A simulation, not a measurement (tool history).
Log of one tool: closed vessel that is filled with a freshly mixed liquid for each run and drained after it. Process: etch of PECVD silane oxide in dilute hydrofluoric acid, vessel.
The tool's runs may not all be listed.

| run | hour | temperature setpoint of the liquid (C) | parts of water to one part of 49 % hydrofluoric acid (parts by volume) | time in the liquid (s) | thickness taken off the PECVD silane oxide on a monitor wafer (Å) |
|---|---|---|---|---|---|
| 1 | 0.0 | 25.0 | 150 | 400 | 583.65 |
| 2 | 8.9 | 25.0 | 190 | 400 | 442.47 |
| 3 | 15.5 | 25.0 | 165 | 400 | 523.28 |
| 4 | 17.4 | 26.5 | 150 | 400 | 624.32 |
| 5 | 24.9 | 27.5 | 140 | 400 | 693.95 |
| 6 | 31.6 | 28.5 | 130 | 400 | 791.91 |
| 7 | 36.7 | 29.5 | 125 | 400 | 857.97 |
| 8 | 39.2 | 30.0 | 120 | 400 | 910.82 |
| 9 | 44.8 | 30.5 | 115 | 400 | 983.11 |
|  | 47.2 | hydrofluoric acid flow meter replaced |
| 10 | 47.2 | 33.0 | 95 | 400 | 1478.40 |
| 11 | 52.1 | 32.5 | 95 | 400 | 1447.70 |

Forecast run 12:
| 12 | 58.4 | 32.0 | 95 | 400 | ? |

Run 12 gave thickness taken off the PECVD silane oxide on a monitor wafer (Å) 1434.20.
